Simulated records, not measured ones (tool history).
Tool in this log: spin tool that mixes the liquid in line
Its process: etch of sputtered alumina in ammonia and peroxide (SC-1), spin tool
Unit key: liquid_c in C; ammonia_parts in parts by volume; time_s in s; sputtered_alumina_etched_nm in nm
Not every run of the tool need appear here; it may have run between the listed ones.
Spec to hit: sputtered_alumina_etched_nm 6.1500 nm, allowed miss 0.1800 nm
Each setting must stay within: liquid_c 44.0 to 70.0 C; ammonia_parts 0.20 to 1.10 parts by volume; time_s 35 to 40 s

run,hour,liquid_c,ammonia_parts,time_s,sputtered_alumina_etched_nm
1,0.0,60.0,0.60,40,4.4207
2,1.6,63.5,0.60,40,5.3748
3,4.0,64.0,0.60,40,5.4739
4,5.0,70.0,0.60,40,7.4347
5,6.8,70.0,0.70,40,7.5968
6,15.7,70.0,0.70,40,7.5177
7,22.8,69.5,0.70,40,7.2840
8,23.6,69.0,0.70,40,7.1187
9,26.3,68.5,0.70,40,7.0649
10,32.4,68.0,0.70,40,6.7592
11,37.2,67.0,0.70,40,6.4675
12,41.4,66.5,0.70,40,6.4206

4 next moves are on the table. One of them brings every result within its allowed miss. Which?
A,45.6,68.0,0.50,35,?
B,45.6,64.5,0.80,40,?
C,45.6,67.0,0.70,35,?
D,45.6,68.0,0.85,35,?

move,sputtered_alumina_etched_nm
A,5.7998
B,5.8325
C,5.7016
D,6.0974
A: takes the biggest miss from the last run beyond its target
B: takes the biggest miss from the last run beyond its target
C: takes the biggest miss from the last run beyond its target
D: each result inside its tolerance
Correct choice: D, which meets every target

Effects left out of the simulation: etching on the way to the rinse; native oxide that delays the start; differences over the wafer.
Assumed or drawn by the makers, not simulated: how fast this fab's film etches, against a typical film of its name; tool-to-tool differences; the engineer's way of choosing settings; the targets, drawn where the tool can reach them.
